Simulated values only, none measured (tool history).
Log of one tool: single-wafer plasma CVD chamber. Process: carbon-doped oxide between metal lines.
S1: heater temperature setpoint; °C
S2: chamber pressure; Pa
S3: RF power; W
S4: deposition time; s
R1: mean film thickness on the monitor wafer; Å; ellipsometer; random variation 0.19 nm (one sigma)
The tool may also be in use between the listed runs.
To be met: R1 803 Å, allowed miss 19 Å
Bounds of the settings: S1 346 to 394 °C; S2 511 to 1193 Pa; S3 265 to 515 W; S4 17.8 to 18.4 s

run	hour	S1	S2	S3	S4	R1
1	0	370	852	390	17.8	701.17
2	2.6	380	852	390	17.8	688.79
3	6.2	380	864	410	17.9	721.28
4	7.5	380	864	410	17.8	717.89
5	11.2	380	876	425	17.8	737.29
6	15.4	380	1000	425	17.8	742.38
7	17.1	380	1003	435	17.8	755.68
8	24.6	380	1003	435	17.8	758.27
9	28.6	380	1003	435	17.8	757.12
10	32.9	380	1005	445	17.8	771.85
11	39.9	380	1007	450	17.8	773.74

4 next moves are on the table. One of them brings every result within its allowed miss. Which?
A	46.9	383	943	440	18	?
B	46.9	376	1004	465	17.9	?
C	46.9	381	913	430	17.8	?
D	46.9	370	841	415	18.4	?

move	R1
A	767.4
B	808.15
C	746.78
D	762.43
A: further off than the last run
B: meets every target
C: further off than the last run
D: further off than the last run
Answer: B
